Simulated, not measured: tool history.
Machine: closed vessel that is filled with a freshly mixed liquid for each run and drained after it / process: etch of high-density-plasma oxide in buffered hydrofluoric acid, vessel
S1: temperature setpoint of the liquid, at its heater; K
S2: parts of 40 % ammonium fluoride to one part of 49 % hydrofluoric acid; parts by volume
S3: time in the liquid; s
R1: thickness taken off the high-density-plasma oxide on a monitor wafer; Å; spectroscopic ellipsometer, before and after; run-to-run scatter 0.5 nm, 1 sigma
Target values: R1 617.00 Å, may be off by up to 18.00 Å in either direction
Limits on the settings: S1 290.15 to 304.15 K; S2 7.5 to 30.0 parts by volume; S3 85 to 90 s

| run | day | S1 | S2 | S3 | R1 |
|---|---|---|---|---|---|
| 1 | 0.000 | 296.15 | 20.5 | 85 | 519.12 |
| 2 | 0.308 | 296.15 | 24.5 | 85 | 462.46 |
| 3 | 0.412 | 296.15 | 24.5 | 85 | 456.30 |
| 4 | 0.600 | 297.65 | 24.5 | 85 | 503.41 |
| 5 | 0.754 | 297.65 | 24.5 | 90 | 529.01 |
| 6 | 0.892 | 298.65 | 24.5 | 90 | 558.28 |
| 7 | 1.154 | 299.15 | 24.5 | 90 | 578.23 |
| 8 | 1.279 | 299.65 | 24.5 | 90 | 592.25 |

Below are 4 possible settings for the next run. Only one of them brings all results inside the allowed miss of their targets. Which is it?
| A | 1.404 | 298.65 | 21.5 | 90 | ? |
| B | 1.404 | 299.15 | 23.5 | 85 | ? |
| C | 1.404 | 299.15 | 24.5 | 90 | ? |
| D | 1.404 | 300.15 | 22.0 | 90 | ? |

| move | R1 |
|---|---|
| A | 613.18 |
| B | 559.76 |
| C | 575.96 |
| D | 654.54 |
A: meets every target
B: moves away from the targets compared with the last run
C: moves away from the targets compared with the last run
D: carries the result that was furthest off beyond its target, to the other side
Answer: A

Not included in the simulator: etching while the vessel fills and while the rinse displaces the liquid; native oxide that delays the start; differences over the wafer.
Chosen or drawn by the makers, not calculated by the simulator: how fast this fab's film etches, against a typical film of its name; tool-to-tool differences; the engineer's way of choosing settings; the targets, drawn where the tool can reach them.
